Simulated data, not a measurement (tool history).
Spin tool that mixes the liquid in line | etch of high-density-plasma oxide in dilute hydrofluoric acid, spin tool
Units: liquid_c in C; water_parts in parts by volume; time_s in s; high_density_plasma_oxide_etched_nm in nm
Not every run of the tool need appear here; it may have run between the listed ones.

run	hour	liquid_c	water_parts	time_s	high_density_plasma_oxide_etched_nm
1	0.0	20.0	270	270	7.4708
2	6.8	20.0	200	270	10.7900
3	11.6	20.0	160	270	14.1320
4	20.4	20.0	255	270	8.0250
5	22.7	19.5	270	270	7.3306
6	26.7	19.5	270	270	7.4070
7	29.6	19.0	285	270	6.7096
8	36.3	18.5	295	270	6.4072
9	45.2	18.5	305	270	6.0464
10	47.2	18.5	315	270	5.7959
11	52.1	18.5	325	270	5.5801
12	53.9	18.5	330	270	5.5746
13	59.6	18.5	335	270	5.3764
14	68.2	18.5	340	270	5.2526
15	69.5	18.5	345	270	5.1579
16	71.8	18.5	350	270	5.1092

Run 17 has not been measured yet. What should we expect?
17	80.8	18.5	355	270	?

{"run 17": {"high_density_plasma_oxide_etched_nm": 5.0101}}

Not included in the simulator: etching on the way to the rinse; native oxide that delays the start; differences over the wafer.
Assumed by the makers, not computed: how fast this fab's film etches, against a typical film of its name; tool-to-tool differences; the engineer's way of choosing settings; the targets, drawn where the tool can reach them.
